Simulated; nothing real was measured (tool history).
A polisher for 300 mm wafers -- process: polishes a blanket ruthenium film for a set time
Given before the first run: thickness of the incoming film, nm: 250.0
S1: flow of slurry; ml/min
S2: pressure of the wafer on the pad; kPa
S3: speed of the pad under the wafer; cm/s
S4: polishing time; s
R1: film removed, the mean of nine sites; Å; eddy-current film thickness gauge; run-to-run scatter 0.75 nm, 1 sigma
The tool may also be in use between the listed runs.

run	hour	S1	S2	S3	S4	R1
1	0	245	17.2	86	95	1150.4
2	3.9	245	20	86	95	1255.8
3	6.9	245	24.1	86	95	1444.9
4	9	240	22.1	86	95	1368.4
5	12.2	240	20	86	95	1261.9
6	20.5	240	24.1	86	95	1459.5
7	25	240	24.1	86	95	1440.1
8	25.6	235	21.4	86	95	1325.4
9	29	235	19.3	86	95	1226.6
10	33.6	235	17.9	86	95	1171.8

Run 11 is up next; what results do you expect?
11	41.8	235	17.2	86	95	?

R1: 1158.2 Å
